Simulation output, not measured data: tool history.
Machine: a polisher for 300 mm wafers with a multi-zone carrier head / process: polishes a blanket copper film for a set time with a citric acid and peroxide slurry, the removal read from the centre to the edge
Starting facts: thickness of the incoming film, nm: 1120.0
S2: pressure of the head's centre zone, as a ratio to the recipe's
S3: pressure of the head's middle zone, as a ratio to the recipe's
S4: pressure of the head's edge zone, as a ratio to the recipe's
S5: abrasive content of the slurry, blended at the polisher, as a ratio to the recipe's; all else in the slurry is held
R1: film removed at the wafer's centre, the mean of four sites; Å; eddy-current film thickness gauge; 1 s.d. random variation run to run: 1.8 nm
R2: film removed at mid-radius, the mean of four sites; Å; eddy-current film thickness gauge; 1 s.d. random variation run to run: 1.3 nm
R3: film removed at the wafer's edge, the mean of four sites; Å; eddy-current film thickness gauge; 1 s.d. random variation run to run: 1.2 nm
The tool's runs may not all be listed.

Run 1, hour 0: flow of slurry (ml/min) 230, S2 1, S3 1, S4 1, S5 1, polishing time (s) 65. Result: R1 2511.5 Å, R2 2496.6 Å, R3 2546.5 Å.
Run 2, hour 6.6: flow of slurry (ml/min) 230, S2 1.01, S3 1, S4 0.98, S5 0.95, polishing time (s) 64. Result: R1 2497.9 Å, R2 2437.2 Å, R3 2465.6 Å.
Run 3, hour 8.3: flow of slurry (ml/min) 230, S2 1.01, S3 1, S4 0.94, S5 0.95, polishing time (s) 64. Result: R1 2510.7 Å, R2 2426.7 Å, R3 2404.6 Å.
Run 4, hour 12.4: flow of slurry (ml/min) 230, S2 1.01, S3 1, S4 0.93, S5 0.9, polishing time (s) 63. Result: R1 2407.1 Å, R2 2377.9 Å, R3 2365.6 Å.
Run 5, hour 15.6: flow of slurry (ml/min) 230, S2 1.01, S3 1, S4 0.93, S5 0.9, polishing time (s) 75. Result: R1 2895.8 Å, R2 2828.3 Å, R3 2793.8 Å.
Run 6, hour 23.3: flow of slurry (ml/min) 230, S2 1.02, S3 1, S4 0.92, S5 0.85, polishing time (s) 72. Result: R1 2770.5 Å, R2 2677.7 Å, R3 2617.8 Å.
Run 7, hour 30.1: flow of slurry (ml/min) 230, S2 1.02, S3 1, S4 0.91, S5 0.8, polishing time (s) 70. Result: R1 2677.6 Å, R2 2560.7 Å, R3 2502.5 Å.

The next listed run, before its measurement:
Run 8, hour 35.9: flow of slurry (ml/min) 230, S2 1.02, S3 1, S4 0.91, S5 0.8, polishing time (s) 70. Result: R1 ?, R2 ?, R3 ?.

R1: 2635.2 Å
R2: 2562.1 Å
R3: 2511.2 Å

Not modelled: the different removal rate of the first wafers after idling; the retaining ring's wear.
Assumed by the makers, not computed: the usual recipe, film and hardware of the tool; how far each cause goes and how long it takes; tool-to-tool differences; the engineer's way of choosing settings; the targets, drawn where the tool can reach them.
